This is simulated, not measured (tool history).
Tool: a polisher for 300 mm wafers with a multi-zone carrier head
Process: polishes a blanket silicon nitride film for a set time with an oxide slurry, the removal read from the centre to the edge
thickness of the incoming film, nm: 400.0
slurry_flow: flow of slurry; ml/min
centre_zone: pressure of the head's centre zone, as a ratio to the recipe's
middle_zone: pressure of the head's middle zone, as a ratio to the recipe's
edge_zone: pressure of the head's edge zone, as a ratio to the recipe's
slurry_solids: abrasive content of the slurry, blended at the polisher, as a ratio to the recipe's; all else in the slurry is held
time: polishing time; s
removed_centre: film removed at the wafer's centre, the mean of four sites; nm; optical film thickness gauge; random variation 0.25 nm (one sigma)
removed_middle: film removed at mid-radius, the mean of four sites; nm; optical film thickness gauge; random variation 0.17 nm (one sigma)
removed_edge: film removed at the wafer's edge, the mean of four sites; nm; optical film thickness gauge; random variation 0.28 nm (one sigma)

run 1 day=0 | slurry_flow=140 centre_zone=1 middle_zone=1 edge_zone=1 slurry_solids=1 time=80 | removed_centre=26.9 removed_middle=25.165 removed_edge=25.615
run 2 day=0.308 | slurry_flow=135 centre_zone=1 middle_zone=0.97 edge_zone=0.98 slurry_solids=0.9 time=80 | removed_centre=24.95 removed_middle=23.425 removed_edge=24.223
run 3 day=0.438 | slurry_flow=135 centre_zone=1.04 middle_zone=0.97 edge_zone=0.98 slurry_solids=0.9 time=80 | removed_centre=26.384 removed_middle=23.292 removed_edge=25.048
run 4 day=0.621 | slurry_flow=135 centre_zone=1.04 middle_zone=0.97 edge_zone=0.98 slurry_solids=0.9 time=97 | removed_centre=32.262 removed_middle=28.273 removed_edge=29.895
run 5 day=0.742 | slurry_flow=105 centre_zone=1.04 middle_zone=0.97 edge_zone=0.98 slurry_solids=0.9 time=97 | removed_centre=29.801 removed_middle=26.508 removed_edge=28.253
run 6 day=1.038 | slurry_flow=105 centre_zone=1.04 middle_zone=0.97 edge_zone=0.93 slurry_solids=0.9 time=97 | removed_centre=30.125 removed_middle=26.58 removed_edge=27.49
run 7 day=1.371 | slurry_flow=105 centre_zone=1.04 middle_zone=0.95 edge_zone=0.91 slurry_solids=0.8 time=94 | removed_centre=26.886 removed_middle=23.557 removed_edge=25.018

The next listed run, before its measurement:
run 8 day=1.721 | slurry_flow=105 centre_zone=1.05 middle_zone=0.94 edge_zone=0.89 slurry_solids=0.75 time=93 | removed_centre=? removed_middle=? removed_edge=?

{"run 8": {"removed_centre": 26.014, "removed_middle": 22.424, "removed_edge": 24.052}}
